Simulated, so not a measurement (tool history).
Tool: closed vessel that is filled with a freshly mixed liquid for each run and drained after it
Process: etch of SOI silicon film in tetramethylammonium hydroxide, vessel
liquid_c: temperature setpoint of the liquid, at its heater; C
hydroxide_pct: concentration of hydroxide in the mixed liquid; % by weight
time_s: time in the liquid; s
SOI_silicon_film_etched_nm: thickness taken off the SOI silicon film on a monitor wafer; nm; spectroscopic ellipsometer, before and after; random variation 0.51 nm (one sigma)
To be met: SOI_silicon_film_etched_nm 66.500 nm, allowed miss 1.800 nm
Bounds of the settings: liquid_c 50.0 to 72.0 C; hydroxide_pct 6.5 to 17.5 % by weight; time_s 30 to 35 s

Run 1, hour 0.0: liquid_c 59.0 C, hydroxide_pct 12.0 % by weight, time_s 35 s. Result: SOI_silicon_film_etched_nm 141.580 nm.
Run 2, hour 7.7: liquid_c 59.0 C, hydroxide_pct 12.0 % by weight, time_s 35 s. Result: SOI_silicon_film_etched_nm 140.140 nm.
Run 3, hour 14.8: liquid_c 59.0 C, hydroxide_pct 9.5 % by weight, time_s 35 s. Result: SOI_silicon_film_etched_nm 153.190 nm.
Run 4, hour 22.5: liquid_c 55.5 C, hydroxide_pct 9.5 % by weight, time_s 35 s. Result: SOI_silicon_film_etched_nm 122.500 nm.
Run 5, hour 26.7: liquid_c 55.5 C, hydroxide_pct 9.5 % by weight, time_s 35 s. Result: SOI_silicon_film_etched_nm 122.150 nm.
Run 6, hour 27.6: liquid_c 55.5 C, hydroxide_pct 8.0 % by weight, time_s 35 s. Result: SOI_silicon_film_etched_nm 130.350 nm.
Run 7, hour 29.8: liquid_c 54.0 C, hydroxide_pct 9.5 % by weight, time_s 35 s. Result: SOI_silicon_film_etched_nm 111.890 nm.
Run 8, hour 38.2: liquid_c 53.0 C, hydroxide_pct 11.0 % by weight, time_s 35 s. Result: SOI_silicon_film_etched_nm 98.028 nm.
At hour 44.7: thermometer replaced.
Run 9, hour 44.7: liquid_c 52.5 C, hydroxide_pct 12.0 % by weight, time_s 35 s. Result: SOI_silicon_film_etched_nm 82.139 nm.

4 next moves are on the table. One of them brings every result within its allowed miss. Which?
Run A, hour 51.2: liquid_c 56.0 C, hydroxide_pct 12.5 % by weight, time_s 35 s. Result: SOI_silicon_film_etched_nm ?.
Run B, hour 51.2: liquid_c 52.5 C, hydroxide_pct 10.5 % by weight, time_s 30 s. Result: SOI_silicon_film_etched_nm ?.
Run C, hour 51.2: liquid_c 50.0 C, hydroxide_pct 9.0 % by weight, time_s 30 s. Result: SOI_silicon_film_etched_nm ?.
Run D, hour 51.2: liquid_c 51.5 C, hydroxide_pct 13.5 % by weight, time_s 35 s. Result: SOI_silicon_film_etched_nm ?.

move  SOI_silicon_film_etched_nm
   A                     100.150
   B                      73.093
   C                      65.600
   D                      72.126
A: further off than the last run
B: nearer than the last run, and not there yet
C: meets every target
D: nearer than the last run, and not there yet
The right move is C.
